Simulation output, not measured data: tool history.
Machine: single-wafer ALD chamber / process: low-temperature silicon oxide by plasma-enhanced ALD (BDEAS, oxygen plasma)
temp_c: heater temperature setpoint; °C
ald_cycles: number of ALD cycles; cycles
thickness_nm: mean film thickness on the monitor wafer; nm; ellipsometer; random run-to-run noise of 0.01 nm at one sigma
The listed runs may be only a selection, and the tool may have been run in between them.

{"run": 1, "day": 0.0, "temp_c": 105, "ald_cycles": 26, "thickness_nm": 3.631}
{"run": 2, "day": 0.042, "temp_c": 103, "ald_cycles": 27, "thickness_nm": 3.7774}
{"run": 3, "day": 0.279, "temp_c": 101, "ald_cycles": 28, "thickness_nm": 3.9176}
{"run": 4, "day": 0.367, "temp_c": 100, "ald_cycles": 29, "thickness_nm": 4.0923}
{"run": 5, "day": 0.408, "temp_c": 100, "ald_cycles": 26, "thickness_nm": 3.6649}
{"run": 6, "day": 0.583, "temp_c": 100, "ald_cycles": 24, "thickness_nm": 3.3766}
{"run": 7, "day": 0.754, "temp_c": 99, "ald_cycles": 26, "thickness_nm": 3.6616}

Run 8 comes next. What will it give?
{"run": 8, "day": 0.788, "temp_c": 98, "ald_cycles": 27, "thickness_nm": "?"}

Run 8 produced thickness_nm 3.8157 nm.
